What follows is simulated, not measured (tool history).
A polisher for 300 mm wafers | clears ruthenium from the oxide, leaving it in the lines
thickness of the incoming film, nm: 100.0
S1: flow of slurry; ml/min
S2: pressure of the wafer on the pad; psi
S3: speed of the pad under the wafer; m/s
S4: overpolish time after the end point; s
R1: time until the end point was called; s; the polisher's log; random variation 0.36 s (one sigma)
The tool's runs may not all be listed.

run	day	S1	S2	S3	S4	R1
1	0	175	2	1.12	6	73.359
2	0.188	175	2	1.24	6	65.771
3	0.317	185	2.3	1.24	6	56.916
4	0.642	185	2.8	1.24	6	47.226
5	0.671	185	3.1	1.24	6	42.689
6	0.696	185	2.7	1.24	6	49.18
7	0.854	200	2.8	1.24	6	47.323
8	1.038	200	2.9	1.26	6	44.704
9	1.208	200	2.9	1.26	6	44.574
10	1.308	200	2.9	1.26	6	44.768
11	1.333	200	3	1.26	6	43.208

The next listed run, before its measurement:
12	1.462	200	3	1.28	6	?

{"run 12": {"R1": 42.953}}
